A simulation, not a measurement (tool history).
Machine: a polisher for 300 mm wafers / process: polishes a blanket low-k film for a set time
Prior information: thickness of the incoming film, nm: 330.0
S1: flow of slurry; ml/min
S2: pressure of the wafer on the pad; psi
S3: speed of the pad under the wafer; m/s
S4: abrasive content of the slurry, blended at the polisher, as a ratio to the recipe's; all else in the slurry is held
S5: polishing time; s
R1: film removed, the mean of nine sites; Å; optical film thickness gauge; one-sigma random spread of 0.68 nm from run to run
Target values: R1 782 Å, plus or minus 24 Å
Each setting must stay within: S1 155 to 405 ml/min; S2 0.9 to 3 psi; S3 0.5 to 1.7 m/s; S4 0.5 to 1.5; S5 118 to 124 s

run  hour   S1   S2   S3   S4   S5      R1
  1     0  260  1.9  1.1    1  118     524
  2   2.6  210  1.9  1.1    1  118  514.47
  3   8.3  210  1.9  1.1  1.2  118  546.34
  4  14.6  210  1.9  1.1  1.2  118  544.43
  5  21.3  210  1.6  1.1  1.2  118  465.55
  6  24.1  210  1.7  1.1  1.2  118  502.79
  7  28.6  210  1.8  1.1  1.2  118  516.37
  8  37.6  210  1.9  1.1  1.2  118  549.87
  9  45.6  210    2  1.1  1.2  118  581.28
 10  53.5  210  2.1  1.1  1.2  118  599.08

Exactly one of the 4 candidate moves below puts every result within its allowed miss. Which one?
  A  61.4  205  1.9  0.78   1.3  119   ?
  B  61.4  255  2.3  1.28   1.2  121   ?
  C  61.4  195  2.4  1.12   1.1  122   ?
  D  61.4  190  1.9  1.06  1.15  118   ?

move      R1
   A  434.19
   B  790.23
   C  690.08
   D   516.1
A: misses by more than the last run did
B: each result inside its tolerance
C: moves toward the targets from the last run without getting all of them in spec
D: misses by more than the last run did
Answer: B
